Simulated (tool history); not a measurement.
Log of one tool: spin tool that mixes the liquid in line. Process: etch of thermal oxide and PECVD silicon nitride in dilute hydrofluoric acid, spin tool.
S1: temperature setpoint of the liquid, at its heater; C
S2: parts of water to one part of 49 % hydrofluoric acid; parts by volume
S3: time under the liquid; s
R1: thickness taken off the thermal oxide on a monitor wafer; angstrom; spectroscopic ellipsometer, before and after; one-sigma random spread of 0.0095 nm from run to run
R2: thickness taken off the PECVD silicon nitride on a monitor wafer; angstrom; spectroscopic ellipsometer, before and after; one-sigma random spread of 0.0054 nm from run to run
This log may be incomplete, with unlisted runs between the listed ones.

run,hour,S1,S2,S3,R1,R2
1,0.0,24.0,225,180,37.279,24.4610
2,1.0,24.0,225,105,21.473,14.2680
3,6.4,22.5,275,105,16.035,10.6200
4,10.4,22.0,315,105,12.939,8.9344
5,18.6,22.0,315,165,20.678,14.1040
6,19.8,21.0,345,145,15.553,10.5460

Run 7, settings as shown, results not yet in. Your forecast:
7,21.3,20.5,365,125,?,?

Logged for run 7: R1 12.179 angstrom, R2 8.4256 angstrom.
